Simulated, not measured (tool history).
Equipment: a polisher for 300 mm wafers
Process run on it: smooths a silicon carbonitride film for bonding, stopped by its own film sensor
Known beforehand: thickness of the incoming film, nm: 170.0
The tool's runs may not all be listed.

| run | hour | flow of slurry (ml/min) | pressure of the wafer on the pad (kPa) | speed of the pad under the wafer (m/s) | abrasive content of the slurry | target thickness at which the film sensor stops the polish (nm) | time until the film sensor stopped the polish (s) |
|---|---|---|---|---|---|---|---|
| 1 | 0 | 305 | 11 | 0.9 | 1 | 151 | 109.52 |
| 2 | 6.1 | 305 | 12.4 | 0.9 | 1 | 151 | 99.859 |
| 3 | 13.7 | 305 | 12.4 | 0.9 | 1 | 151 | 100.49 |
| 4 | 21.4 | 305 | 12.4 | 0.9 | 1.15 | 151 | 94.137 |
| 5 | 25.9 | 305 | 13.8 | 0.9 | 1.15 | 151 | 86.582 |
| 6 | 33.2 | 305 | 13.8 | 0.9 | 1.15 | 150 | 89.615 |
| 7 | 36.4 | 305 | 13.8 | 0.9 | 1.15 | 150 | 90.111 |
| 8 | 40.8 | 305 | 15.2 | 0.9 | 1.15 | 150 | 84.488 |
| 9 | 42.5 | 305 | 15.9 | 0.9 | 1.15 | 150 | 80.783 |

Expected results for the next run?
| 10 | 47.9 | 305 | 16.5 | 0.9 | 1.15 | 150 | ? |

{"run 10": {"time until the film sensor stopped the polish (s)": 79.22}}
